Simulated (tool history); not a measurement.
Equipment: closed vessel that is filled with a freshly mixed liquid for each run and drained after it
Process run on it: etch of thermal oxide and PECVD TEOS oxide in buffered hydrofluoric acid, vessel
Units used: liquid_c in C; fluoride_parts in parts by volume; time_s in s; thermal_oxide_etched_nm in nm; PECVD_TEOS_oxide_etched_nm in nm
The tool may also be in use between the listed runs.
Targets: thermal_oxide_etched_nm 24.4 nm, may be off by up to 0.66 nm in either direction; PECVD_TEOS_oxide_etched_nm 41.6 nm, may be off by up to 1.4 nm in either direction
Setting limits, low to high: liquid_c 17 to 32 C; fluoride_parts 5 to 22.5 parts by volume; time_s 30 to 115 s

run,hour,liquid_c,fluoride_parts,time_s,thermal_oxide_etched_nm,PECVD_TEOS_oxide_etched_nm
1,0,24,13.5,60,53.555,91.463
2,1,21.5,15.5,60,40.281,70.226
3,7.7,20.5,17,60,35.201,59.453
4,16.1,17,17,60,28.577,49.399
5,23.5,17,18,60,27.444,46.364
6,24.7,18.5,18,60,29.707,50.422
7,25.2,18,18.5,60,27.985,47.382
8,29.9,17.5,19,60,26.828,45.614
9,35.9,17.5,19.5,60,25.952,44.28

Which of these 4 next moves meets every target?
A,41.9,19,21,55,?,?
B,41.9,19.5,20.5,60,?,?
C,41.9,20,21.5,60,?,?
D,41.9,20,17.5,50,?,?

move,thermal_oxide_etched_nm,PECVD_TEOS_oxide_etched_nm
A,24.275,41.745
B,27.697,47.629
C,27.566,47.404
D,27.551,47.378
A: each result inside its tolerance
B: lands further from the targets than the last run did
C: lands further from the targets than the last run did
D: lands further from the targets than the last run did
Go with A: it meets all targets.
